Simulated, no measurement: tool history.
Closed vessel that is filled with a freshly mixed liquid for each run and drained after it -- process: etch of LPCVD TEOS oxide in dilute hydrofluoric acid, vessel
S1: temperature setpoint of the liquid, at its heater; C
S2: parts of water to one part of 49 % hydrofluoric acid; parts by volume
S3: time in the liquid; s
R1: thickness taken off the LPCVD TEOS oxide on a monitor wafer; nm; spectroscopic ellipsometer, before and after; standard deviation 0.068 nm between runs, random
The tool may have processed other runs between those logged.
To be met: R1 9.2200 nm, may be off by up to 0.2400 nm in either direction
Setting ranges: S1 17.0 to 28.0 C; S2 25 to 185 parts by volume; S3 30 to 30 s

run	hour	S1	S2	S3	R1
1	0.0	20.0	105	30	4.2736
2	7.0	17.0	105	30	3.6999
3	14.2	19.0	100	30	4.3242
4	22.4	21.0	100	30	4.7200
5	26.7	22.5	95	30	5.2891
6	30.1	23.5	90	30	5.7976
7	31.8	23.5	90	30	5.7412
8	33.0	24.5	85	30	6.4151
9	34.9	25.0	80	30	7.1221
10	35.8	25.5	80	30	7.2406
11	40.9	26.0	80	30	7.2760
12	42.4	26.5	75	30	7.9842
13	47.9	27.0	75	30	8.1628

Which one of the following 5 next-run settings gets every result inside its allowed miss? There is exactly one.
A	53.4	27.5	65	30	?
B	53.4	28.0	70	30	?
C	53.4	28.0	65	30	?
D	53.4	26.5	85	30	?
E	53.4	26.0	60	30	?

move	R1
A	9.7482
B	9.1666
C	9.9422
D	6.9728
E	10.0170
A: carries the result that was furthest off beyond its target, to the other side
B: each result inside its tolerance
C: carries the result that was furthest off beyond its target, to the other side
D: further off than the last run
E: carries the result that was furthest off beyond its target, to the other side
The move that meets every target is B.
